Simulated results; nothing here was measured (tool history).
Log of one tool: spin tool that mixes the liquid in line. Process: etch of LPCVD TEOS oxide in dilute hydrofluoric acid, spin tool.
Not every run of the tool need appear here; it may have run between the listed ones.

| run | hour | temperature setpoint of the liquid (°C) | parts of water to one part of 49 % hydrofluoric acid (parts by volume) | time under the liquid (s) | thickness taken off the LPCVD TEOS oxide on a monitor wafer (Å) |
|---|---|---|---|---|---|
| 1 | 0.0 | 23 | 290 | 70 | 101.000 |
| 2 | 2.4 | 23 | 290 | 70 | 101.120 |
| 3 | 4.0 | 23 | 290 | 70 | 102.470 |
| 4 | 12.5 | 22 | 295 | 70 | 94.700 |
|  | 19.9 | hydrofluoric acid flow meter replaced |
| 5 | 19.9 | 21 | 295 | 70 | 100.010 |
| 6 | 28.9 | 21 | 305 | 70 | 94.603 |
| 7 | 30.1 | 21 | 315 | 70 | 90.952 |

For run 8, what comes out?
| 8 | 35.8 | 21 | 325 | 70 | ? |

Run 8 produced thickness taken off the LPCVD TEOS oxide on a monitor wafer (Å) 86.251.
